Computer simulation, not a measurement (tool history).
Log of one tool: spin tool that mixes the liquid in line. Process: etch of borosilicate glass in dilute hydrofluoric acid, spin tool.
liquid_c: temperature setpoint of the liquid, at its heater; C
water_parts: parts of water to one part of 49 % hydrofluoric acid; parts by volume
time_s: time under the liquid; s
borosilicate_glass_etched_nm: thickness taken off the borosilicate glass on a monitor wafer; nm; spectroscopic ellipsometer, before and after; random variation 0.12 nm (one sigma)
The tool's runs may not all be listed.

run  hour  liquid_c  water_parts  time_s  borosilicate_glass_etched_nm
  1   0.0      25.0          100      35                        7.3193
  2   3.2      27.0           80      35                       10.1510
  3   9.6      28.5           65      35                       13.7270
  4  15.7      29.5           60      35                       15.5740
  5  22.7      32.0           60      35                       17.1460
  6  30.6      30.5           60      35                       16.0160

Run 7 comes next. What will it give?
  7  33.7      31.0           55      35                             ?

{"run 7": {"borosilicate_glass_etched_nm": 18.087}}
